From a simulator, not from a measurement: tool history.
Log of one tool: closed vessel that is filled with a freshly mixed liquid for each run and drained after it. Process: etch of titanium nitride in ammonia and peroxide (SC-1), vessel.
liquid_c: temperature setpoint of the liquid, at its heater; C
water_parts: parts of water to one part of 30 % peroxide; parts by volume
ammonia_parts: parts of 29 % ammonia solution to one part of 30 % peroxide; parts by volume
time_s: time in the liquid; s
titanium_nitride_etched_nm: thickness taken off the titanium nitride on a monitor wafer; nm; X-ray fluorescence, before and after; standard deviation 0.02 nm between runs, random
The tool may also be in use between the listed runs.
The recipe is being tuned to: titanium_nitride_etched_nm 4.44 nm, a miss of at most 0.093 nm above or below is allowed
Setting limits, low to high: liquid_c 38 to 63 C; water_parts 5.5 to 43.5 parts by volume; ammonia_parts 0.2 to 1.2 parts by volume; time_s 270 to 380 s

Run 1, hour 0: liquid_c 47 C, water_parts 24.5 parts by volume, ammonia_parts 0.7 parts by volume, time_s 380 s. Result: titanium_nitride_etched_nm 7.7433 nm.
Run 2, hour 7.9: liquid_c 46 C, water_parts 24.5 parts by volume, ammonia_parts 0.7 parts by volume, time_s 380 s. Result: titanium_nitride_etched_nm 7.2215 nm.
Run 3, hour 14.2: liquid_c 45 C, water_parts 24.5 parts by volume, ammonia_parts 0.7 parts by volume, time_s 380 s. Result: titanium_nitride_etched_nm 6.6907 nm.
Run 4, hour 19.8: liquid_c 44.5 C, water_parts 24.5 parts by volume, ammonia_parts 0.7 parts by volume, time_s 380 s. Result: titanium_nitride_etched_nm 6.4644 nm.
Run 5, hour 26.3: liquid_c 44.5 C, water_parts 28.5 parts by volume, ammonia_parts 0.7 parts by volume, time_s 380 s. Result: titanium_nitride_etched_nm 5.9232 nm.
Run 6, hour 33.2: liquid_c 44.5 C, water_parts 28.5 parts by volume, ammonia_parts 0.45 parts by volume, time_s 380 s. Result: titanium_nitride_etched_nm 5.4775 nm.
Run 7, hour 39.9: liquid_c 44.5 C, water_parts 28.5 parts by volume, ammonia_parts 0.45 parts by volume, time_s 380 s. Result: titanium_nitride_etched_nm 5.4572 nm.
Run 8, hour 45.2: liquid_c 44 C, water_parts 28.5 parts by volume, ammonia_parts 0.45 parts by volume, time_s 380 s. Result: titanium_nitride_etched_nm 5.303 nm.
Run 9, hour 54.1: liquid_c 43.5 C, water_parts 28.5 parts by volume, ammonia_parts 0.45 parts by volume, time_s 380 s. Result: titanium_nitride_etched_nm 5.0328 nm.
Run 10, hour 63.1: liquid_c 42.5 C, water_parts 28.5 parts by volume, ammonia_parts 0.45 parts by volume, time_s 380 s. Result: titanium_nitride_etched_nm 4.7272 nm.
Run 11, hour 67.7: liquid_c 42 C, water_parts 28.5 parts by volume, ammonia_parts 0.45 parts by volume, time_s 380 s. Result: titanium_nitride_etched_nm 4.5735 nm.

Consider the 4 candidate settings below. Which is the only one whose results all fall within their allowed miss of target?
Run A, hour 72.3: liquid_c 42.5 C, water_parts 28 parts by volume, ammonia_parts 0.4 parts by volume, time_s 380 s. Result: titanium_nitride_etched_nm ?.
Run B, hour 72.3: liquid_c 45 C, water_parts 22 parts by volume, ammonia_parts 0.35 parts by volume, time_s 270 s. Result: titanium_nitride_etched_nm ?.
Run C, hour 72.3: liquid_c 42.5 C, water_parts 33 parts by volume, ammonia_parts 0.65 parts by volume, time_s 380 s. Result: titanium_nitride_etched_nm ?.
Run D, hour 72.3: liquid_c 45.5 C, water_parts 26.5 parts by volume, ammonia_parts 0.25 parts by volume, time_s 335 s. Result: titanium_nitride_etched_nm ?.

move  titanium_nitride_etched_nm
   A                      4.6659
   B                      4.4424
   C                       4.659
   D                      4.8159
A: further off than the last run
B: hits every target within its allowed miss
C: further off than the last run
D: further off than the last run
Go with B: it meets all targets.
